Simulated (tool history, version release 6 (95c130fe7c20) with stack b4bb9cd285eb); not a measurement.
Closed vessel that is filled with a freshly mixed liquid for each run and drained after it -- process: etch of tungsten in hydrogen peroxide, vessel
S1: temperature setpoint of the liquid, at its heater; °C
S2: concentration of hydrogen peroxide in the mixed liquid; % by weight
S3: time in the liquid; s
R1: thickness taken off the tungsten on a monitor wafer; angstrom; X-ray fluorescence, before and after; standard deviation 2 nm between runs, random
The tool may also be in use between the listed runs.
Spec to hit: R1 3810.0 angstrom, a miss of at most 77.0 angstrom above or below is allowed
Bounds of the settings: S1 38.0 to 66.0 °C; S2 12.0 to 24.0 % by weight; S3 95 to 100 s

{"run": 1, "hour": 0.0, "S1": 54.0, "S2": 16.0, "S3": 95, "R1": 1665.6}
{"run": 2, "hour": 1.3, "S1": 54.0, "S2": 16.0, "S3": 100, "R1": 1769.1}
{"run": 3, "hour": 4.2, "S1": 54.0, "S2": 18.0, "S3": 100, "R1": 1870.2}
{"run": 4, "hour": 9.5, "S1": 54.0, "S2": 18.0, "S3": 100, "R1": 1864.2}
{"run": 5, "hour": 10.1, "S1": 57.5, "S2": 18.0, "S3": 100, "R1": 2305.5}
{"run": 6, "hour": 16.6, "S1": 57.5, "S2": 20.0, "S3": 100, "R1": 2406.4}
{"run": 7, "hour": 22.5, "S1": 57.5, "S2": 20.0, "S3": 100, "R1": 2402.3}
{"run": 8, "hour": 29.3, "S1": 59.5, "S2": 20.0, "S3": 100, "R1": 2712.2}
{"run": 9, "hour": 33.1, "S1": 66.0, "S2": 20.0, "S3": 100, "R1": 3927.8}

Consider the 4 candidate settings below. Which is the only one whose results all fall within their allowed miss of target?
{"run": "A", "hour": 36.9, "S1": 66.0, "S2": 21.5, "S3": 100, "R1": "?"}
{"run": "B", "hour": 36.9, "S1": 65.0, "S2": 21.5, "S3": 95, "R1": "?"}
{"run": "C", "hour": 36.9, "S1": 66.0, "S2": 23.5, "S3": 95, "R1": "?"}
{"run": "D", "hour": 36.9, "S1": 66.0, "S2": 19.0, "S3": 100, "R1": "?"}

move=A R1=4053.7
move=B R1=3642.5
move=C R1=4026.1
move=D R1=3810.7
A: misses by more than the last run did
B: the result that was furthest off in the last run now lies on the other side of its target
C: misses by more than the last run did
D: each result inside its tolerance
Move D is the one to make.
